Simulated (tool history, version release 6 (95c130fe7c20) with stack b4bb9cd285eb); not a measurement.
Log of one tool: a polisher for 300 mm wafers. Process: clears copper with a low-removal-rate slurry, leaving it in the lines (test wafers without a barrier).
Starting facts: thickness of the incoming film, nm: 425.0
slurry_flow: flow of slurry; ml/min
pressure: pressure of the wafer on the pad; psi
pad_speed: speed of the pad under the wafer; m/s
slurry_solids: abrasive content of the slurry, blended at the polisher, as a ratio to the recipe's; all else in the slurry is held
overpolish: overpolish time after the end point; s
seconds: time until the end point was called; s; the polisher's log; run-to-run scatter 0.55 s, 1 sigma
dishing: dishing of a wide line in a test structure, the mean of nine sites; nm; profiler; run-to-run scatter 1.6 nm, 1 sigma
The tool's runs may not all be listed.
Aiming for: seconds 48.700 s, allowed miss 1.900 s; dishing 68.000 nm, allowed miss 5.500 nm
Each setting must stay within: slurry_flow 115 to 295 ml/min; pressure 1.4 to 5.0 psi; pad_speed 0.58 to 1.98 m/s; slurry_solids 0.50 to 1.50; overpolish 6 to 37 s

Run 1, hour 0.0: slurry_flow 190 ml/min, pressure 3.2 psi, pad_speed 1.28 m/s, slurry_solids 1.00, overpolish 19 s. Result: seconds 88.106 s, dishing 44.796 nm.
Run 2, hour 1.5: slurry_flow 170 ml/min, pressure 3.2 psi, pad_speed 1.28 m/s, slurry_solids 1.00, overpolish 19 s. Result: seconds 88.577 s, dishing 45.204 nm.
Run 3, hour 4.5: slurry_flow 170 ml/min, pressure 3.5 psi, pad_speed 1.28 m/s, slurry_solids 1.00, overpolish 19 s. Result: seconds 83.977 s, dishing 47.965 nm.
Run 4, hour 7.5: slurry_flow 175 ml/min, pressure 3.8 psi, pad_speed 1.32 m/s, slurry_solids 1.00, overpolish 19 s. Result: seconds 77.447 s, dishing 50.417 nm.
Run 5, hour 14.0: slurry_flow 175 ml/min, pressure 4.0 psi, pad_speed 1.38 m/s, slurry_solids 1.00, overpolish 19 s. Result: seconds 71.243 s, dishing 52.721 nm.
Run 6, hour 22.9: slurry_flow 175 ml/min, pressure 4.0 psi, pad_speed 1.68 m/s, slurry_solids 1.00, overpolish 19 s. Result: seconds 57.681 s, dishing 60.631 nm.
Run 7, hour 24.5: slurry_flow 175 ml/min, pressure 4.1 psi, pad_speed 1.68 m/s, slurry_solids 1.00, overpolish 19 s. Result: seconds 56.189 s, dishing 59.878 nm.
Run 8, hour 31.3: slurry_flow 175 ml/min, pressure 4.2 psi, pad_speed 1.68 m/s, slurry_solids 1.00, overpolish 19 s. Result: seconds 55.782 s, dishing 59.695 nm.

Exercise: of the 4 proposed moves below, exactly one satisfies all targets within the stated allowed misses. Which move is it?
Run A, hour 38.1: slurry_flow 190 ml/min, pressure 4.4 psi, pad_speed 1.98 m/s, slurry_solids 1.05, overpolish 13 s. Result: seconds ?, dishing ?.
Run B, hour 38.1: slurry_flow 185 ml/min, pressure 5.0 psi, pad_speed 1.86 m/s, slurry_solids 0.85, overpolish 13 s. Result: seconds ?, dishing ?.
Run C, hour 38.1: slurry_flow 170 ml/min, pressure 4.5 psi, pad_speed 1.98 m/s, slurry_solids 0.95, overpolish 12 s. Result: seconds ?, dishing ?.
Run D, hour 38.1: slurry_flow 195 ml/min, pressure 3.9 psi, pad_speed 1.98 m/s, slurry_solids 1.00, overpolish 31 s. Result: seconds ?, dishing ?.

move  seconds  dishing
   A   45.618   56.335
   B   45.878   56.537
   C   46.413   53.755
   D   50.157   71.349
A: moves the result that the last run missed by most past its target, out the other side
B: moves the result that the last run missed by most past its target, out the other side
C: moves the result that the last run missed by most past its target, out the other side
D: every result lands within tolerance
Move D is the one to make.

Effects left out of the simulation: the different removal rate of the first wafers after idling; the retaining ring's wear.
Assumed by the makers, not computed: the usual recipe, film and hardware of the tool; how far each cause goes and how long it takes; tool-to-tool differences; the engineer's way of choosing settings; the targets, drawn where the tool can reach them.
